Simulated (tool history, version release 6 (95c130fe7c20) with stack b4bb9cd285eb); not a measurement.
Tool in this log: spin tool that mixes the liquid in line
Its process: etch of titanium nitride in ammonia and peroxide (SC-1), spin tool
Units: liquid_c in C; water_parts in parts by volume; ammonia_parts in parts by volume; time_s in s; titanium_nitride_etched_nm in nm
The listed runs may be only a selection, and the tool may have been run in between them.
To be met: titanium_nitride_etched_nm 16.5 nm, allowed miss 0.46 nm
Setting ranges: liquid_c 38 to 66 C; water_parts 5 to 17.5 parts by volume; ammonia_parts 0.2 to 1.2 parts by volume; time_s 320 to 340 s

run	hour	liquid_c	water_parts	ammonia_parts	time_s	titanium_nitride_etched_nm
1	0	50	9.5	0.75	320	22.488
2	8.4	49	9.5	0.75	320	20.774
3	12.5	49	9.5	0.75	340	22.183
4	15.2	48	9.5	0.75	340	20.562
5	16.2	48	9.5	0.6	340	19.911
6	22.3	50.5	9.5	0.6	340	23.946
7	25.8	49	9.5	0.6	340	21.178
8	29	48	9.5	0.6	340	19.728

4 candidate next runs follow, results not yet known. Just one meets every target within its allowed miss. Identify it.
A	32.2	45	9.5	0.7	340	?
B	32.2	46	10.5	0.55	320	?
C	32.2	55	12	0.5	320	?
D	32.2	46.5	9	0.35	320	?

move	titanium_nitride_etched_nm
A	16.567
B	15.29
C	26.198
D	15.868
A: all results land within tolerance of their targets
B: carries the result that was furthest off beyond its target, to the other side
C: lands further from the targets than the last run did
D: carries the result that was furthest off beyond its target, to the other side
A meets every target.
